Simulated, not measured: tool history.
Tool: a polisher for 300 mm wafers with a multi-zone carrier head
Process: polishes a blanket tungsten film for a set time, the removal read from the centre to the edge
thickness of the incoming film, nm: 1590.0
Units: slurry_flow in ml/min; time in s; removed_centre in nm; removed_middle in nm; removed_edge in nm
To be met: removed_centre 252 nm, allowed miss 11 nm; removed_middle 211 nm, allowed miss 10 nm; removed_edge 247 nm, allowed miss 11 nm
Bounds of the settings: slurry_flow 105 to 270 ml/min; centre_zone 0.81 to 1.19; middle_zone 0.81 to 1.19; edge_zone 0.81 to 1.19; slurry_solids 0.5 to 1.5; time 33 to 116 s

run,day,slurry_flow,centre_zone,middle_zone,edge_zone,slurry_solids,time,removed_centre,removed_middle,removed_edge
1,0,175,1,1,1,1,74,446.3,417.48,407.46
2,0.208,175,1,0.96,1,1,74,436.1,391.5,409.78
3,0.483,175,1.07,0.96,1,1,74,472.49,396.78,407.87
4,0.538,175,1.07,0.96,1,1.1,74,504.61,401.33,423.45
5,0.838,165,1.07,0.92,1,0.95,66,415.34,326.47,357.2
6,1.188,165,1.07,0.86,1,0.95,66,422.47,308.26,365.52
7,1.262,155,1.04,0.85,0.98,0.8,61,350.35,278.45,314.27
8,1.317,150,1.03,0.84,0.99,0.75,57,320.64,252.19,287.49
9,1.388,120,0.93,0.81,1,0.5,54,224.85,195.54,235.01
10,1.725,130,0.94,0.82,1,0.5,54,235.92,191.6,241.51

4 next moves are on the table. One of them brings every result within its allowed miss. Which?
A,2.062,105,0.87,0.85,1.05,0.55,54,?,?,?
B,2.062,125,0.92,0.81,1.04,0.55,53,?,?,?
C,2.062,185,0.95,0.86,1.03,0.5,53,?,?,?
D,2.062,105,0.89,0.89,0.92,0.7,50,?,?,?

move,removed_centre,removed_middle,removed_edge
A,214.49,196.05,247.87
B,232.31,191.98,248.66
C,252.03,209.84,252.62
D,217.49,201.79,230.43
A: further off than the last run
B: as far off as the last run
C: meets every target
D: brings the result that was furthest off to its target, and leaves another outside
Move C is the one to make.
